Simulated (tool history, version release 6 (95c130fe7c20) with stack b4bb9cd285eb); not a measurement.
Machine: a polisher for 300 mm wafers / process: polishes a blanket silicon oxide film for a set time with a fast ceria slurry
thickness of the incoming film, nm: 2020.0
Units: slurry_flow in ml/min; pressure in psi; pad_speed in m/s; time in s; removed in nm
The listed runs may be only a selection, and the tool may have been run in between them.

run 1 hour=0.0 | slurry_flow=120 pressure=2.7 pad_speed=1.20 time=52 | removed=892.82
run 2 hour=2.6 | slurry_flow=130 pressure=3.1 pad_speed=1.20 time=52 | removed=1045.30
run 3 hour=4.4 | slurry_flow=130 pressure=3.1 pad_speed=1.20 time=55 | removed=1084.80
run 4 hour=13.4 | slurry_flow=130 pressure=3.1 pad_speed=1.20 time=52 | removed=1037.30
run 5 hour=18.0 | slurry_flow=130 pressure=3.1 pad_speed=1.20 time=55 | removed=1108.90
run 6 hour=24.8 | slurry_flow=130 pressure=2.5 pad_speed=1.20 time=55 | removed=894.67
run 7 hour=28.5 | slurry_flow=135 pressure=3.0 pad_speed=1.20 time=55 | removed=1076.30
-- hour=30.2 worn pad replaced by a new one
run 8 hour=30.2 | slurry_flow=140 pressure=3.3 pad_speed=1.20 time=55 | removed=1321.10

What will run 9 give?
run 9 hour=38.1 | slurry_flow=150 pressure=3.3 pad_speed=1.20 time=55 | removed=?

removed: 1351.10 nm

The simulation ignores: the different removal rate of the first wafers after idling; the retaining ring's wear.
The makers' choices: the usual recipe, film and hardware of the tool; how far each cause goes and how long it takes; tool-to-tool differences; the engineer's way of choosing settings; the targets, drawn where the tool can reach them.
